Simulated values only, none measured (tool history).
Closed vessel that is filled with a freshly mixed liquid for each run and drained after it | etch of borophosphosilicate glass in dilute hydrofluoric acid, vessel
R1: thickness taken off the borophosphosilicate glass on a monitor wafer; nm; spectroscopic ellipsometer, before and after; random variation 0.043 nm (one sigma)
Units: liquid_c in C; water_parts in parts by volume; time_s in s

{"run": 1, "hour": 0.0, "liquid_c": 26.0, "water_parts": 175, "time_s": 30, "R1": 5.921}
{"run": 2, "hour": 6.2, "liquid_c": 26.5, "water_parts": 175, "time_s": 30, "R1": 6.0259}
{"run": 3, "hour": 11.6, "liquid_c": 25.0, "water_parts": 175, "time_s": 30, "R1": 5.6803}
{"run": 4, "hour": 18.5, "liquid_c": 25.0, "water_parts": 150, "time_s": 30, "R1": 6.8847}
{"run": 5, "hour": 22.5, "liquid_c": 25.0, "water_parts": 85, "time_s": 30, "R1": 13.004}
{"run": 6, "hour": 25.4, "liquid_c": 25.0, "water_parts": 50, "time_s": 30, "R1": 23.297}
{"run": 7, "hour": 26.2, "liquid_c": 24.5, "water_parts": 55, "time_s": 30, "R1": 20.364}
{"run": 8, "hour": 27.9, "liquid_c": 24.0, "water_parts": 60, "time_s": 30, "R1": 18.341}
{"run": 9, "hour": 34.0, "liquid_c": 23.5, "water_parts": 65, "time_s": 30, "R1": 16.68}
{"run": 10, "hour": 42.3, "liquid_c": 23.0, "water_parts": 70, "time_s": 30, "R1": 15.054}
{"run": 11, "hour": 48.2, "liquid_c": 22.5, "water_parts": 75, "time_s": 30, "R1": 13.707}

The next listed run, before its measurement:
{"run": 12, "hour": 49.7, "liquid_c": 22.0, "water_parts": 75, "time_s": 30, "R1": "?"}

{"run 12": {"R1": 13.352}}

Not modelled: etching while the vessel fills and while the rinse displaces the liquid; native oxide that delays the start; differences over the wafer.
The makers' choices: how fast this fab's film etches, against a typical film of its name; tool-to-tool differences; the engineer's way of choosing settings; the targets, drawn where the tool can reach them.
